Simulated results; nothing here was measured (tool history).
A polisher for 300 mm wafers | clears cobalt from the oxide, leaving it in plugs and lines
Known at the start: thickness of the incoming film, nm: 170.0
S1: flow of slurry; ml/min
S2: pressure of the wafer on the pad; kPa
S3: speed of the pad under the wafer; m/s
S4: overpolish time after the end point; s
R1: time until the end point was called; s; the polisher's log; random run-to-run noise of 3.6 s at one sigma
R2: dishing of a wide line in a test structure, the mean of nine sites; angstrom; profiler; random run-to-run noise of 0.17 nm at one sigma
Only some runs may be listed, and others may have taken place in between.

run	hour	S1	S2	S3	S4	R1	R2
1	0.0	145	9.7	0.78	11	86.833	130.330
2	7.7	145	7.6	0.78	11	104.030	118.850
3	10.0	145	6.9	0.72	10	118.710	106.060
4	18.5	135	6.9	0.72	10	122.850	99.280
5	26.7	130	6.2	0.70	10	139.890	94.404
6	30.5	125	5.5	0.70	10	155.530	89.981
7	36.4	120	5.5	0.70	10	153.400	88.827
8	44.5	115	5.5	0.70	10	155.400	89.220

The next listed run, before its measurement:
9	52.5	110	4.8	0.68	10	?	?

R1: 174.460 s
R2: 80.594 angstrom

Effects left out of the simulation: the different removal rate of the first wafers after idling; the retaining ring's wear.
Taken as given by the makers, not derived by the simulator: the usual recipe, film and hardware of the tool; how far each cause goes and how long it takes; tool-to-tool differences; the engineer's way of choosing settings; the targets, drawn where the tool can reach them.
